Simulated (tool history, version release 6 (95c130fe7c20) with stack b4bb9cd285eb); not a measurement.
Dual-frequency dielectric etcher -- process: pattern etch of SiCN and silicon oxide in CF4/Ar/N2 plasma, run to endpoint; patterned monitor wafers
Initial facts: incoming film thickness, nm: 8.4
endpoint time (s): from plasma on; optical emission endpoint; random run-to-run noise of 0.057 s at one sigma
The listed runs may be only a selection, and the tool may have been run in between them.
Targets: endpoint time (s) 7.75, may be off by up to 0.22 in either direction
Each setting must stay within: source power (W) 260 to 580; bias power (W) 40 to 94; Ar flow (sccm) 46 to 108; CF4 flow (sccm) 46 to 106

{"run": 1, "day": 0.0, "source power (W)": 420, "bias power (W)": 67, "Ar flow (sccm)": 77, "CF4 flow (sccm)": 76, "endpoint time (s)": 10.738}
{"run": 2, "day": 0.217, "source power (W)": 420, "bias power (W)": 67, "Ar flow (sccm)": 77, "CF4 flow (sccm)": 63, "endpoint time (s)": 10.833}
{"run": 3, "day": 0.258, "source power (W)": 450, "bias power (W)": 68, "Ar flow (sccm)": 77, "CF4 flow (sccm)": 63, "endpoint time (s)": 10.242}
{"run": 4, "day": 0.588, "source power (W)": 470, "bias power (W)": 69, "Ar flow (sccm)": 76, "CF4 flow (sccm)": 63, "endpoint time (s)": 9.5685}
{"run": 5, "day": 0.692, "source power (W)": 490, "bias power (W)": 69, "Ar flow (sccm)": 76, "CF4 flow (sccm)": 63, "endpoint time (s)": 9.3466}
{"run": 6, "day": 0.95, "source power (W)": 490, "bias power (W)": 69, "Ar flow (sccm)": 64, "CF4 flow (sccm)": 63, "endpoint time (s)": 9.1468}
{"run": 7, "day": 1.012, "source power (W)": 500, "bias power (W)": 69, "Ar flow (sccm)": 64, "CF4 flow (sccm)": 63, "endpoint time (s)": 8.9136}
{"run": 8, "day": 1.371, "source power (W)": 510, "bias power (W)": 69, "Ar flow (sccm)": 64, "CF4 flow (sccm)": 63, "endpoint time (s)": 8.9098}
{"run": 9, "day": 1.658, "source power (W)": 510, "bias power (W)": 69, "Ar flow (sccm)": 64, "CF4 flow (sccm)": 63, "endpoint time (s)": 8.7354}
{"run": 10, "day": 1.954, "source power (W)": 510, "bias power (W)": 69, "Ar flow (sccm)": 64, "CF4 flow (sccm)": 63, "endpoint time (s)": 8.8571}
{"run": 11, "day": 2.154, "source power (W)": 520, "bias power (W)": 69, "Ar flow (sccm)": 64, "CF4 flow (sccm)": 63, "endpoint time (s)": 8.755}
{"run": 12, "day": 2.488, "source power (W)": 530, "bias power (W)": 70, "Ar flow (sccm)": 64, "CF4 flow (sccm)": 63, "endpoint time (s)": 8.6255}
{"run": 13, "day": 2.692, "source power (W)": 540, "bias power (W)": 71, "Ar flow (sccm)": 63, "CF4 flow (sccm)": 63, "endpoint time (s)": 8.1672}

Below are 5 possible settings for the next run. Only one of them brings all results inside the allowed miss of their targets. Which is it?
{"run": "A", "day": 2.896, "source power (W)": 510, "bias power (W)": 67, "Ar flow (sccm)": 61, "CF4 flow (sccm)": 68, "endpoint time (s)": "?"}
{"run": "B", "day": 2.896, "source power (W)": 520, "bias power (W)": 73, "Ar flow (sccm)": 58, "CF4 flow (sccm)": 62, "endpoint time (s)": "?"}
{"run": "C", "day": 2.896, "source power (W)": 500, "bias power (W)": 76, "Ar flow (sccm)": 59, "CF4 flow (sccm)": 63, "endpoint time (s)": "?"}
{"run": "D", "day": 2.896, "source power (W)": 540, "bias power (W)": 64, "Ar flow (sccm)": 54, "CF4 flow (sccm)": 53, "endpoint time (s)": "?"}
{"run": "E", "day": 2.896, "source power (W)": 580, "bias power (W)": 74, "Ar flow (sccm)": 69, "CF4 flow (sccm)": 57, "endpoint time (s)": "?"}

move=A endpoint_time_(s)=8.862
move=B endpoint_time_(s)=8.3789
move=C endpoint_time_(s)=8.5175
move=D endpoint_time_(s)=8.7008
move=E endpoint_time_(s)=7.7514
A: moves away from the targets compared with the last run
B: moves away from the targets compared with the last run
C: moves away from the targets compared with the last run
D: moves away from the targets compared with the last run
E: in spec on every target
E is the move that brings every result within its allowed miss.
